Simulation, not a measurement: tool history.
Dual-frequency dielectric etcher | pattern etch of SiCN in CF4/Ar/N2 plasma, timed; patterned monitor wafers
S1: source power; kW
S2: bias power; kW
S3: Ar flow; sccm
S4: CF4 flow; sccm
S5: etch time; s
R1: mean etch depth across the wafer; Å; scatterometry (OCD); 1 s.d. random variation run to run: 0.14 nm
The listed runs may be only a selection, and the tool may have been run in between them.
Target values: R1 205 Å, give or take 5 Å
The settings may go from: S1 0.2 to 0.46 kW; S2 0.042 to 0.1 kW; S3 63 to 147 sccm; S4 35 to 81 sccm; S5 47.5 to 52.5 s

| run | day | S1 | S2 | S3 | S4 | S5 | R1 |
|---|---|---|---|---|---|---|---|
| 1 | 0 | 0.33 | 0.071 | 105 | 58 | 52.5 | 327.39 |
| 2 | 0.046 | 0.33 | 0.071 | 105 | 64 | 52.5 | 335.74 |
| 3 | 0.162 | 0.33 | 0.071 | 105 | 64 | 52.5 | 338.68 |
| 4 | 0.392 | 0.31 | 0.067 | 107 | 63 | 52.5 | 305.12 |
| 5 | 0.617 | 0.31 | 0.074 | 107 | 63 | 52.5 | 319.94 |
| 6 | 0.788 | 0.29 | 0.071 | 108 | 63 | 52.5 | 290.31 |
| 7 | 0.9 | 0.27 | 0.07 | 109 | 63 | 52.5 | 267.85 |
| 8 | 1.212 | 0.26 | 0.069 | 109 | 63 | 52.5 | 255.21 |
| 9 | 1.292 | 0.25 | 0.069 | 109 | 63 | 52.5 | 244.83 |
| 10 | 1.638 | 0.24 | 0.069 | 109 | 63 | 52.5 | 233.42 |

Which of these 5 next moves meets every target?
| A | 1.983 | 0.22 | 0.069 | 98 | 62 | 48 | ? |
| B | 1.983 | 0.22 | 0.072 | 109 | 56 | 47.5 | ? |
| C | 1.983 | 0.23 | 0.065 | 106 | 60 | 47.5 | ? |
| D | 1.983 | 0.29 | 0.074 | 113 | 66 | 48.5 | ? |
| E | 1.983 | 0.21 | 0.082 | 90 | 73 | 47.5 | ? |

| move | R1 |
|---|---|
| A | 195.62 |
| B | 191.5 |
| C | 194.9 |
| D | 275.17 |
| E | 205.2 |
A: takes the result that was furthest off past its target
B: takes the result that was furthest off past its target
C: takes the result that was furthest off past its target
D: misses by more than the last run did
E: all results land within tolerance of their targets
E meets every target.

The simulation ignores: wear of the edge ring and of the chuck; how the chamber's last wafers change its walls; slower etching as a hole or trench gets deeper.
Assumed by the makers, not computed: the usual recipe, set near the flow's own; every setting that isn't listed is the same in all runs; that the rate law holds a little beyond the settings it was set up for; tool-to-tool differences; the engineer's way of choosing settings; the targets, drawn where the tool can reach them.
